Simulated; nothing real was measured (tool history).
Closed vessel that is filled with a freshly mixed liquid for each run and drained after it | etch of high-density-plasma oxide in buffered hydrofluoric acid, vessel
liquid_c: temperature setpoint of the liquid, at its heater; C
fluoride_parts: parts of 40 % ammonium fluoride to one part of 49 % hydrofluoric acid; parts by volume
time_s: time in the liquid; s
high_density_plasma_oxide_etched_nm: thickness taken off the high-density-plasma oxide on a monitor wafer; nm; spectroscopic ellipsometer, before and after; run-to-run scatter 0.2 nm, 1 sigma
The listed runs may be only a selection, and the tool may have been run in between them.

run,hour,liquid_c,fluoride_parts,time_s,high_density_plasma_oxide_etched_nm
1,0,21,23.5,100,55.455
2,7.9,21,23.5,105,57.883
3,9.7,19,23.5,105,51.885
4,18.3,21,23.5,105,57.676
5,21.6,22.5,23.5,105,62.654
6,23.2,25.5,23.5,105,74.026
7,28.9,21.5,29.5,105,51.076

Estimate the outcome of run 8 from the log above:
8,31.2,20,29.5,105,?

Run 8 yielded high_density_plasma_oxide_etched_nm 45.96 nm.
